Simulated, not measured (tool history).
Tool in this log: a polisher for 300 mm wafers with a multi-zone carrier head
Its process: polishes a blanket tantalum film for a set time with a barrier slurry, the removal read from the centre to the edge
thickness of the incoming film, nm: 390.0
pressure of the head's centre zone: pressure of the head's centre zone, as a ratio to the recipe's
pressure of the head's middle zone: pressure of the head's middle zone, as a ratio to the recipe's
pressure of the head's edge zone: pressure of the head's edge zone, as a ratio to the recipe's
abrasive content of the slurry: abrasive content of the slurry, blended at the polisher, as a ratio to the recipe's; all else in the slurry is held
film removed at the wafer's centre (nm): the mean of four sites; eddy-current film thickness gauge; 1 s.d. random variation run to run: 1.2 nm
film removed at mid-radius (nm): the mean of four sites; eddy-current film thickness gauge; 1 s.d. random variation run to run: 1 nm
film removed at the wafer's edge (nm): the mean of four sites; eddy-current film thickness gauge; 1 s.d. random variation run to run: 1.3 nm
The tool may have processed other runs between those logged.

run,hour,flow of slurry (ml/min),pressure of the head's centre zone,pressure of the head's middle zone,pressure of the head's edge zone,abrasive content of the slurry,polishing time (s),film removed at the wafer's centre (nm),film removed at mid-radius (nm),film removed at the wafer's edge (nm)
1,0,130,1,1,1,1,58,95.723,98.569,96.438
2,5.3,140,1.02,1,1.06,1.15,59,107.97,103.72,105.21
3,6.1,140,1.02,1,1.03,1.15,59,109.08,105.55,105.26
4,9.4,140,1.02,1.07,1.03,1.15,59,107.05,111.06,104.49
5,12.5,140,1.02,1.07,1.03,1.3,59,110.06,115.92,106.27
6,14.5,150,1.01,1.05,1.08,1.35,61,115.84,121.93,114.21
7,23.1,155,1.01,1.01,1.12,1.4,63,120.71,121.35,122.74

Estimate the outcome of run 8 from the log above:
8,28.4,165,1.02,1,1.14,1.45,63,?,?,?

For run 8 the tool returned film removed at the wafer's centre (nm) 125.37, film removed at mid-radius (nm) 123.05, film removed at the wafer's edge (nm) 126.82.

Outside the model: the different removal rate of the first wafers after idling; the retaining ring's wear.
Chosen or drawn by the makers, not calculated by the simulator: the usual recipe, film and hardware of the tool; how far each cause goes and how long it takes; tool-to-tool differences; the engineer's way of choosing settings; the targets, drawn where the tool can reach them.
